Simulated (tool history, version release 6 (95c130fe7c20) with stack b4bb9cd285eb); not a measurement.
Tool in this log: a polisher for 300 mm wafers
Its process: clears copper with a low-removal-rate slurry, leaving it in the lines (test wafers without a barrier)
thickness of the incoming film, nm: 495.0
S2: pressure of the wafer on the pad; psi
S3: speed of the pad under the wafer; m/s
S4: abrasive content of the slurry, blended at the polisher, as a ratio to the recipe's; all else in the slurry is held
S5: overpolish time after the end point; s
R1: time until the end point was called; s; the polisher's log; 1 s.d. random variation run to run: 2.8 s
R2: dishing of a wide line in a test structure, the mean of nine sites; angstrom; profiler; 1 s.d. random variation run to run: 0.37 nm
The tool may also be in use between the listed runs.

{"run": 1, "hour": 0.0, "flow of slurry (ml/min)": 185, "S2": 3.4, "S3": 0.94, "S4": 1.0, "S5": 28, "R1": 140.84, "R2": 607.27}
{"run": 2, "hour": 6.2, "flow of slurry (ml/min)": 185, "S2": 3.1, "S3": 0.94, "S4": 1.0, "S5": 25, "R1": 153.18, "R2": 496.71}
{"run": 3, "hour": 13.9, "flow of slurry (ml/min)": 185, "S2": 3.1, "S3": 1.06, "S4": 1.0, "S5": 25, "R1": 140.94, "R2": 548.87}
{"run": 4, "hour": 20.5, "flow of slurry (ml/min)": 185, "S2": 3.1, "S3": 1.06, "S4": 0.85, "S5": 25, "R1": 143.57, "R2": 548.82}
{"run": 5, "hour": 25.0, "flow of slurry (ml/min)": 200, "S2": 2.8, "S3": 1.02, "S4": 0.95, "S5": 22, "R1": 160.99, "R2": 460.28}
{"run": 6, "hour": 26.1, "flow of slurry (ml/min)": 185, "S2": 2.6, "S3": 1.0, "S4": 1.05, "S5": 20, "R1": 173.5, "R2": 384.83}
{"run": 7, "hour": 34.8, "flow of slurry (ml/min)": 175, "S2": 2.5, "S3": 1.0, "S4": 1.1, "S5": 18, "R1": 179.28, "R2": 344.91}
{"run": 8, "hour": 39.1, "flow of slurry (ml/min)": 165, "S2": 2.4, "S3": 1.0, "S4": 1.15, "S5": 16, "R1": 189.82, "R2": 283.43}
{"run": 9, "hour": 48.1, "flow of slurry (ml/min)": 160, "S2": 2.3, "S3": 1.0, "S4": 1.15, "S5": 15, "R1": 198.84, "R2": 269.8}

Run 10 has not been measured yet. What should we expect?
{"run": 10, "hour": 55.1, "flow of slurry (ml/min)": 210, "S2": 1.5, "S3": 1.0, "S4": 1.15, "S5": 8, "R1": "?", "R2": "?"}

{"run 10": {"R1": 288.26, "R2": 106.16}}
